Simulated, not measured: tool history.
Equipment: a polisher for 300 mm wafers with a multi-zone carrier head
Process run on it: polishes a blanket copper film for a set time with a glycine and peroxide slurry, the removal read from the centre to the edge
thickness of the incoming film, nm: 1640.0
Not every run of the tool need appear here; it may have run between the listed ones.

run	day	flow of slurry (ml/min)	pressure of the head's centre zone	pressure of the head's middle zone	pressure of the head's edge zone	polishing time (s)	film removed at the wafer's centre (nm)	film removed at mid-radius (nm)	film removed at the wafer's edge (nm)
1	0	210	1	1	1	85	352.29	340.49	343.01
2	0.025	210	1	1	1.04	85	346.63	346.09	342.82
3	0.325	215	0.99	1.01	1.05	88	366.11	353.82	369.01
4	0.629	215	1.07	1.01	1.05	88	402.56	351.77	359.76
5	0.896	215	1.07	1.01	1.05	108	484.45	435.95	450.44
6	1.233	215	1.07	1.01	1.05	122	547.54	492.18	497.32
7	1.279	210	1.04	1.01	1.03	121	534.58	490.61	498.34

Estimate the outcome of run 8 from the log above:
8	1.483	210	0.94	1.11	1.02	100	?	?	?

{"run 8": {"film removed at the wafer's centre (nm)": 396.19, "film removed at mid-radius (nm)": 434.21, "film removed at the wafer's edge (nm)": 406.81}}
